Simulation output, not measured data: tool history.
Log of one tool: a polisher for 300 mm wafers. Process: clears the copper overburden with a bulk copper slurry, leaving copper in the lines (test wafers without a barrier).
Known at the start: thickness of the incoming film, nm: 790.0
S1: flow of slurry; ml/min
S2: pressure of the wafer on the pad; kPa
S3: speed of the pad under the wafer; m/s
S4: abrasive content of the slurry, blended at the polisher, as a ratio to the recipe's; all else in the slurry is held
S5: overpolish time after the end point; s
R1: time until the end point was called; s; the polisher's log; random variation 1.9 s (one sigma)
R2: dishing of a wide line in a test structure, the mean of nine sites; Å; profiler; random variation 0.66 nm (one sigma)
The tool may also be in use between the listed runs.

Run 1, hour 0: S1 255 ml/min, S2 15.9 kPa, S3 1.08 m/s, S4 1, S5 17 s. Result: R1 80.97 s, R2 788.06 Å.
Run 2, hour 7.1: S1 205 ml/min, S2 15.9 kPa, S3 1.08 m/s, S4 1, S5 17 s. Result: R1 81.003 s, R2 724.97 Å.
Run 3, hour 12.3: S1 205 ml/min, S2 15.9 kPa, S3 0.82 m/s, S4 1, S5 17 s. Result: R1 110.27 s, R2 617.05 Å.
Run 4, hour 15.5: S1 200 ml/min, S2 15.2 kPa, S3 0.82 m/s, S4 1, S5 15 s. Result: R1 113.27 s, R2 551.58 Å.
Run 5, hour 16.6: S1 200 ml/min, S2 18.6 kPa, S3 0.82 m/s, S4 1, S5 15 s. Result: R1 95.234 s, R2 678.62 Å.
Run 6, hour 24.5: S1 200 ml/min, S2 17.2 kPa, S3 0.82 m/s, S4 1, S5 14 s. Result: R1 99.24 s, R2 578.09 Å.
Run 7, hour 28.2: S1 200 ml/min, S2 15.9 kPa, S3 0.82 m/s, S4 1, S5 13 s. Result: R1 108.63 s, R2 500.2 Å.

Run 8 comes next. What will it give?
Run 8, hour 35.4: S1 200 ml/min, S2 15.2 kPa, S3 0.82 m/s, S4 1, S5 13 s. Result: R1 ?, R2 ?.

Run 8 gave R1 114.5 s, R2 508.3 Å.
